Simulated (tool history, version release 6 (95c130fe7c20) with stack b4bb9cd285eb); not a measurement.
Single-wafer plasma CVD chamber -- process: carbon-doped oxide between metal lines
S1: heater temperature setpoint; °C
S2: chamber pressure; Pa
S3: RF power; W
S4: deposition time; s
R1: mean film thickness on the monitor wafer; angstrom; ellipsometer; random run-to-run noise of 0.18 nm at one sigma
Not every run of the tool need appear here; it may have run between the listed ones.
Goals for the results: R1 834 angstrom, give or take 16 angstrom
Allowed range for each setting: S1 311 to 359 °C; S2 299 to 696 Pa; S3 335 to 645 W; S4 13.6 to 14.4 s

| run | hour | S1 | S2 | S3 | S4 | R1 |
|---|---|---|---|---|---|---|
| 1 | 0 | 335 | 497 | 490 | 14.4 | 759.86 |
| 2 | 1.6 | 335 | 497 | 435 | 14.4 | 683.78 |
| 3 | 6.5 | 330 | 531 | 460 | 14.4 | 736.82 |
| 4 | 9.1 | 330 | 531 | 460 | 14.4 | 741.2 |
| 5 | 11.1 | 326 | 561 | 465 | 14.4 | 758.11 |
| 6 | 16.6 | 315 | 561 | 465 | 14.4 | 788.89 |
| 7 | 24.4 | 314 | 572 | 475 | 14.4 | 807.68 |
| 8 | 31.2 | 313 | 579 | 480 | 14.4 | 815.78 |

5 next moves are on the table. One of them brings every result within its allowed miss. Which?
| A | 38 | 312 | 431 | 510 | 13.6 | ? |
| B | 38 | 312 | 671 | 485 | 13.6 | ? |
| C | 38 | 317 | 560 | 490 | 14 | ? |
| D | 38 | 319 | 525 | 535 | 13.8 | ? |
| E | 38 | 311 | 536 | 455 | 14.4 | ? |

| move | R1 |
|---|---|
| A | 786.51 |
| B | 796.23 |
| C | 792.41 |
| D | 826.27 |
| E | 776.65 |
A: lands further from the targets than the last run did
B: lands further from the targets than the last run did
C: lands further from the targets than the last run did
D: each result inside its tolerance
E: lands further from the targets than the last run did
So the answer is move D, the one that meets all the targets.
